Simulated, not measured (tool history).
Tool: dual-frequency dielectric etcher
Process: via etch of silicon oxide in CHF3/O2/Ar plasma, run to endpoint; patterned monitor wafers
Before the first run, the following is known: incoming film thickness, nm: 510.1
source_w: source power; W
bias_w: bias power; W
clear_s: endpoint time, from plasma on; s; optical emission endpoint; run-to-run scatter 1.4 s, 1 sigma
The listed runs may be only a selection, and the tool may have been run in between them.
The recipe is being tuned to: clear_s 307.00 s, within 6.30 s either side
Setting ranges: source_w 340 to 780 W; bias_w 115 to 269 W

| run | hour | source_w | bias_w | clear_s |
|---|---|---|---|---|
| 1 | 0.0 | 560 | 192 | 245.02 |
| 2 | 8.9 | 530 | 186 | 252.32 |
| 3 | 17.4 | 530 | 214 | 243.29 |
| 4 | 18.3 | 530 | 183 | 253.97 |
| 5 | 23.8 | 620 | 183 | 240.08 |
| 6 | 27.6 | 590 | 176 | 246.63 |
| 7 | 34.1 | 560 | 170 | 251.02 |
| 8 | 37.3 | 450 | 132 | 291.50 |
| 9 | 41.7 | 440 | 131 | 293.76 |
| 10 | 50.2 | 430 | 130 | 298.54 |

Exactly one of the 4 candidate moves below puts every result within its allowed miss. Which one?
| A | 58.7 | 400 | 125 | ? |
| B | 58.7 | 350 | 126 | ? |
| C | 58.7 | 370 | 115 | ? |
| D | 58.7 | 380 | 115 | ? |

| move | clear_s |
|---|---|
| A | 306.78 |
| B | 322.00 |
| C | 321.54 |
| D | 318.33 |
A: each result inside its tolerance
B: carries the result that was furthest off beyond its target, to the other side
C: carries the result that was furthest off beyond its target, to the other side
D: carries the result that was furthest off beyond its target, to the other side
Answer: A

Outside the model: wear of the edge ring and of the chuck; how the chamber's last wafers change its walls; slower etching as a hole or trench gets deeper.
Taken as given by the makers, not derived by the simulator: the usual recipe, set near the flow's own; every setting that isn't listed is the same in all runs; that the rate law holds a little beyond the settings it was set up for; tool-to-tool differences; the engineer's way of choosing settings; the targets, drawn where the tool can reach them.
